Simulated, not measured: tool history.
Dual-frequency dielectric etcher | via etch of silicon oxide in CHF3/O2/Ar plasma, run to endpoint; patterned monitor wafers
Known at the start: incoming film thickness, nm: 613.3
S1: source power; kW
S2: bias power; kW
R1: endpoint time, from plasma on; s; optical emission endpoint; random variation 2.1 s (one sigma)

run  hour    S1     S2      R1
  1     0  0.54  0.157  353.14
  2     9   0.5  0.155  368.18
  3  16.5  0.47  0.154  376.68
  4  21.9  0.45  0.153  385.31
  5  24.6  0.45  0.163  377.06
  6    33  0.45  0.189  364.66

Forecast run 7:
  7  37.2  0.42  0.186   ?

Run 7 gave R1 376.12 s.
